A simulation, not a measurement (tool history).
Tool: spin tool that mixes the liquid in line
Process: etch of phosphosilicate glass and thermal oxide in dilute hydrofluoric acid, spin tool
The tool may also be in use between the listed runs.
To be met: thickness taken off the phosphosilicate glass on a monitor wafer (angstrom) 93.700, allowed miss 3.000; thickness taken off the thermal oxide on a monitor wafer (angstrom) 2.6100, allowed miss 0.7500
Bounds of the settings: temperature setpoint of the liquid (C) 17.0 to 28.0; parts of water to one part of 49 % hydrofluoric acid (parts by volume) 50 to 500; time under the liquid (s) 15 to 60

| run | hour | temperature setpoint of the liquid (C) | parts of water to one part of 49 % hydrofluoric acid (parts by volume) | time under the liquid (s) | thickness taken off the phosphosilicate glass on a monitor wafer (angstrom) | thickness taken off the thermal oxide on a monitor wafer (angstrom) |
|---|---|---|---|---|---|---|
| 1 | 0.0 | 20.0 | 275 | 30 | 147.960 | 4.3358 |
| 2 | 6.6 | 19.5 | 290 | 30 | 136.310 | 4.0621 |
| 3 | 12.3 | 19.5 | 195 | 30 | 224.970 | 6.1203 |
| 4 | 17.2 | 19.0 | 225 | 30 | 184.090 | 5.0958 |
| 5 | 17.8 | 19.0 | 315 | 30 | 122.770 | 3.6502 |
| 6 | 24.9 | 18.5 | 325 | 30 | 113.070 | 3.3610 |
| 7 | 26.3 | 18.0 | 330 | 30 | 109.500 | 3.3663 |
| 8 | 31.0 | 18.0 | 335 | 30 | 108.520 | 2.9228 |
| 9 | 35.9 | 18.0 | 340 | 30 | 106.150 | 2.6556 |

Which of these 5 next moves meets every target?
| A | 40.8 | 17.0 | 305 | 30 | ? | ? |
| B | 40.8 | 17.0 | 265 | 20 | ? | ? |
| C | 40.8 | 22.5 | 260 | 15 | ? | ? |
| D | 40.8 | 20.0 | 310 | 20 | ? | ? |
| E | 40.8 | 17.0 | 375 | 35 | ? | ? |

| move | thickness taken off the phosphosilicate glass on a monitor wafer (angstrom) | thickness taken off the thermal oxide on a monitor wafer (angstrom) |
|---|---|---|
| A | 114.960 | 3.2033 |
| B | 91.244 | 2.5424 |
| C | 86.062 | 2.3981 |
| D | 83.907 | 2.3380 |
| E | 103.070 | 2.8720 |
A: further off than the last run
B: meets every target
C: takes the result that was furthest off past its target
D: takes the result that was furthest off past its target
E: nearer than the last run, and not there yet
The right move is B.

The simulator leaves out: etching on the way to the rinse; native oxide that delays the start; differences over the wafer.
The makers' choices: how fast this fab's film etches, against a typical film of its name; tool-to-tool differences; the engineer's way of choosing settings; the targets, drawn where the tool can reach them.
